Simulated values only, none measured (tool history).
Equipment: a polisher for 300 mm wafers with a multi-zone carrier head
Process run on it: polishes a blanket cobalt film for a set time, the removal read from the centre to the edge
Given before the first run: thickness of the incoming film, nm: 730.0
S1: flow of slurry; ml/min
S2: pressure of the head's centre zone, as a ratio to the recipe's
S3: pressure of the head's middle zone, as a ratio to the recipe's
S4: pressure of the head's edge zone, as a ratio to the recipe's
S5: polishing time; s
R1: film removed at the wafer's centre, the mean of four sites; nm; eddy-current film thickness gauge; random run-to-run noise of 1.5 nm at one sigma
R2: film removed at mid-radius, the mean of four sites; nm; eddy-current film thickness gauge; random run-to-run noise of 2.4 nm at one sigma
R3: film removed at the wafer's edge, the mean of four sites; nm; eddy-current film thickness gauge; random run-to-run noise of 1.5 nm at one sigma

{"run": 1, "hour": 0.0, "S1": 145, "S2": 1, "S3": 1, "S4": 1, "S5": 59, "R1": 254.8, "R2": 259.26, "R3": 257.2}
{"run": 2, "hour": 5.3, "S1": 140, "S2": 1.01, "S3": 0.98, "S4": 0.98, "S5": 58, "R1": 251.17, "R2": 249.86, "R3": 254.22}
{"run": 3, "hour": 7.7, "S1": 140, "S2": 1.03, "S3": 0.97, "S4": 0.97, "S5": 56, "R1": 243.87, "R2": 233.84, "R3": 239.6}
{"run": 4, "hour": 10.5, "S1": 140, "S2": 1.03, "S3": 0.93, "S4": 0.97, "S5": 56, "R1": 248.3, "R2": 225.4, "R3": 242.28}
{"run": 5, "hour": 19.5, "S1": 115, "S2": 1.03, "S3": 0.93, "S4": 0.97, "S5": 56, "R1": 239.6, "R2": 223.43, "R3": 236.8}
{"run": 6, "hour": 26.2, "S1": 115, "S2": 1, "S3": 0.93, "S4": 0.97, "S5": 56, "R1": 232.64, "R2": 221.89, "R3": 240.03}
{"run": 7, "hour": 31.3, "S1": 115, "S2": 1.01, "S3": 0.92, "S4": 0.95, "S5": 55, "R1": 232.29, "R2": 214.91, "R3": 232.04}
{"run": 8, "hour": 36.8, "S1": 115, "S2": 1.02, "S3": 0.92, "S4": 0.93, "S5": 55, "R1": 231.49, "R2": 211.91, "R3": 227.17}
{"run": 9, "hour": 38.3, "S1": 115, "S2": 1.03, "S3": 0.92, "S4": 0.92, "S5": 55, "R1": 235.24, "R2": 216.89, "R3": 228.39}
{"run": 10, "hour": 43.0, "S1": 115, "S2": 1.04, "S3": 0.91, "S4": 0.91, "S5": 55, "R1": 238.41, "R2": 215.2, "R3": 229.46}
{"run": 11, "hour": 47.7, "S1": 115, "S2": 1.04, "S3": 0.91, "S4": 0.91, "S5": 55, "R1": 235.71, "R2": 217.85, "R3": 226.67}

What does the tool deliver on the next run?
{"run": 12, "hour": 49.5, "S1": 115, "S2": 1.05, "S3": 0.9, "S4": 0.9, "S5": 54, "R1": "?", "R2": "?", "R3": "?"}

Run 12 gave R1 239.54 nm, R2 208.54 nm, R3 221.43 nm.
